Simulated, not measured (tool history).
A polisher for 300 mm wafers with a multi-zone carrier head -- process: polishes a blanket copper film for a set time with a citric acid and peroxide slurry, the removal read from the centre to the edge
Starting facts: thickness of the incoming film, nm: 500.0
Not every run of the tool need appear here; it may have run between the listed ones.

run,hour,flow of slurry (ml/min),pressure of the head's centre zone,pressure of the head's middle zone,pressure of the head's edge zone,abrasive content of the slurry,polishing time (s),film removed at the wafer's centre (nm),film removed at mid-radius (nm),film removed at the wafer's edge (nm)
1,0,270,1,1,1,1,52,157.54,162.43,161.39
2,3.2,270,1,1,1.08,1,52,160.87,156.89,166.09
3,7,280,1.02,1.03,1.09,1.1,53,166.42,172.8,174.88
4,14,280,1.02,1.03,1.09,1.1,41,129.61,134.58,135.72
5,15.9,290,1.05,1.03,1.09,1.15,45,149.96,150.07,150.94
6,24,300,1.08,1.04,1.1,1.2,47,159.72,157.99,159.08
7,30.5,310,1.1,1.05,1.1,1.25,49,179.05,170.48,169.52
8,35.6,315,1.11,1.07,1.11,1.3,50,181.81,182.88,175.55
9,36.2,325,1.13,1.07,1.12,1.35,51,194.71,183.56,181.36
10,37.8,325,1.13,1.07,1.12,1.35,51,193.18,188.77,181.64
11,44.7,330,1.14,1.07,1.13,1.4,52,197.64,189.81,185.39

Run 12 has not been measured yet. What should we expect?
12,51.2,335,1.15,1.08,1.14,1.4,53,?,?,?

Run 12 yielded film removed at the wafer's centre (nm) 203.01, film removed at mid-radius (nm) 196.1, film removed at the wafer's edge (nm) 190.25.

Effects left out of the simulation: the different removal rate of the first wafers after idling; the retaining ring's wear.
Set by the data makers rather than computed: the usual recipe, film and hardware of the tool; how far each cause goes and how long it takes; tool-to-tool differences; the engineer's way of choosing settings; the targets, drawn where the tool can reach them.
